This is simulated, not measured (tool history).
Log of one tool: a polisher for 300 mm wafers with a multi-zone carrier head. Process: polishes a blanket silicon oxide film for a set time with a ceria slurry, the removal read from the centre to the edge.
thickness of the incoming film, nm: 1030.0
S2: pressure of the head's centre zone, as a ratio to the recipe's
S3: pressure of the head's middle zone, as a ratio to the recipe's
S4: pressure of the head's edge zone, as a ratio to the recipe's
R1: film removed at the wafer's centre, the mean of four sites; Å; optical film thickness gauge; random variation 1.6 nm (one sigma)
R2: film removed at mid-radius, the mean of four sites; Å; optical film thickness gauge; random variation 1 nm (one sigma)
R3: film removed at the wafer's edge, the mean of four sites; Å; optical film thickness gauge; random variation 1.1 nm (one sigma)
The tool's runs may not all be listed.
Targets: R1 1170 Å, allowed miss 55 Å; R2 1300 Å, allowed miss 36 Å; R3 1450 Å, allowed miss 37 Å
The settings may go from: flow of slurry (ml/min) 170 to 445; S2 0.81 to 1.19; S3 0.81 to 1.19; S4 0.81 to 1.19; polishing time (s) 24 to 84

run 1 hour=0 | flow_of_slurry_(ml/min)=285 S2=1 S3=1 S4=1 polishing_time_(s)=54 | R1=2737.8 R2=2690.6 R3=2711.9
run 2 hour=1.2 | flow_of_slurry_(ml/min)=250 S2=0.95 S3=0.96 S4=0.98 polishing_time_(s)=45 | R1=2104.3 R2=2111.5 R3=2204
run 3 hour=5.5 | flow_of_slurry_(ml/min)=250 S2=0.95 S3=0.96 S4=0.98 polishing_time_(s)=50 | R1=2348.4 R2=2386 R3=2481.8
run 4 hour=7.8 | flow_of_slurry_(ml/min)=250 S2=0.89 S3=0.96 S4=0.98 polishing_time_(s)=50 | R1=2161.3 R2=2341.7 R3=2450.4
run 5 hour=12.6 | flow_of_slurry_(ml/min)=235 S2=0.87 S3=0.94 S4=0.97 polishing_time_(s)=43 | R1=1855.5 R2=2005.1 R3=2081.4
run 6 hour=14.4 | flow_of_slurry_(ml/min)=215 S2=0.85 S3=0.93 S4=1 polishing_time_(s)=38 | R1=1566.8 R2=1735.8 R3=1902.2
run 7 hour=15.7 | flow_of_slurry_(ml/min)=185 S2=0.81 S3=0.87 S4=0.91 polishing_time_(s)=24 | R1=927.15 R2=1032.7 R3=1118.9
run 8 hour=18.2 | flow_of_slurry_(ml/min)=225 S2=0.81 S3=0.88 S4=0.94 polishing_time_(s)=24 | R1=925.41 R2=1054.4 R3=1155.6
run 9 hour=25.4 | flow_of_slurry_(ml/min)=230 S2=0.83 S3=0.9 S4=0.97 polishing_time_(s)=24 | R1=975.79 R2=1086.4 R3=1171.9
run 10 hour=30 | flow_of_slurry_(ml/min)=225 S2=0.84 S3=0.92 S4=1.02 polishing_time_(s)=24 | R1=968.38 R2=1108.9 R3=1201
run 11 hour=36.7 | flow_of_slurry_(ml/min)=220 S2=0.86 S3=0.93 S4=1.05 polishing_time_(s)=25 | R1=1055.8 R2=1148.8 R3=1267.4
run 12 hour=41.9 | flow_of_slurry_(ml/min)=255 S2=0.84 S3=1.03 S4=1.15 polishing_time_(s)=26 | R1=1074.4 R2=1317.2 R3=1392
run 13 hour=44.4 | flow_of_slurry_(ml/min)=255 S2=0.85 S3=1.02 S4=1.16 polishing_time_(s)=26 | R1=1080.6 R2=1297.2 R3=1394.5
run 14 hour=52 | flow_of_slurry_(ml/min)=255 S2=0.86 S3=1.01 S4=1.17 polishing_time_(s)=26 | R1=1116.3 R2=1294.7 R3=1391.5

Which of these 5 next moves meets every target?
run A hour=59.6 | flow_of_slurry_(ml/min)=240 S2=0.87 S3=1.02 S4=1.11 polishing_time_(s)=28 | R1=? R2=? R3=?
run B hour=59.6 | flow_of_slurry_(ml/min)=225 S2=0.89 S3=0.99 S4=1.19 polishing_time_(s)=27 | R1=? R2=? R3=?
run C hour=59.6 | flow_of_slurry_(ml/min)=280 S2=0.91 S3=0.97 S4=1.15 polishing_time_(s)=29 | R1=? R2=? R3=?
run D hour=59.6 | flow_of_slurry_(ml/min)=285 S2=0.89 S3=1.01 S4=1.16 polishing_time_(s)=25 | R1=? R2=? R3=?
run E hour=59.6 | flow_of_slurry_(ml/min)=225 S2=1.01 S3=0.99 S4=1.13 polishing_time_(s)=26 | R1=? R2=? R3=?

move=A R1=1175.1 R2=1419.4 R3=1464.6
move=B R1=1152.9 R2=1327.7 R3=1459.2
move=C R1=1289.6 R2=1424.9 R3=1559.1
move=D R1=1088.9 R2=1272.7 R3=1350.7
move=E R1=1261.1 R2=1277.8 R3=1368
A: brings the result that was furthest off to its target, and leaves another outside
B: meets every target
C: takes the result that was furthest off past its target
D: further off than the last run
E: further off than the last run
The right move is B.

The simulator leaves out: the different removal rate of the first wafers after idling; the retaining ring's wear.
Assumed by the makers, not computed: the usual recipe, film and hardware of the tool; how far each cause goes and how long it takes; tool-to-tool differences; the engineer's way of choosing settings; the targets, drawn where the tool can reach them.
